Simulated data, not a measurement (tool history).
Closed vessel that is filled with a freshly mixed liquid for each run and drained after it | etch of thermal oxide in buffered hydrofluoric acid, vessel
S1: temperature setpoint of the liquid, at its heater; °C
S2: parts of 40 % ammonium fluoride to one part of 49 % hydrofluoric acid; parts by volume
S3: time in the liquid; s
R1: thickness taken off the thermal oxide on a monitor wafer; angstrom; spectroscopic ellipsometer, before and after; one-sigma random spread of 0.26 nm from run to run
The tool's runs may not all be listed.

| run | hour | S1 | S2 | S3 | R1 |
|---|---|---|---|---|---|
| 1 | 0.0 | 22.0 | 16.5 | 95 | 595.70 |
| 2 | 8.8 | 22.0 | 16.5 | 105 | 656.44 |
| 3 | 11.6 | 22.0 | 16.5 | 95 | 595.74 |
| 4 | 16.3 | 24.5 | 16.5 | 95 | 681.11 |
| 5 | 19.5 | 24.5 | 19.5 | 95 | 579.14 |
| 6 | 25.2 | 22.5 | 19.5 | 95 | 515.88 |

Estimate the outcome of run 7 from the log above:
| 7 | 27.5 | 24.5 | 19.5 | 95 | ? |

{"run 7": {"R1": 577.51}}

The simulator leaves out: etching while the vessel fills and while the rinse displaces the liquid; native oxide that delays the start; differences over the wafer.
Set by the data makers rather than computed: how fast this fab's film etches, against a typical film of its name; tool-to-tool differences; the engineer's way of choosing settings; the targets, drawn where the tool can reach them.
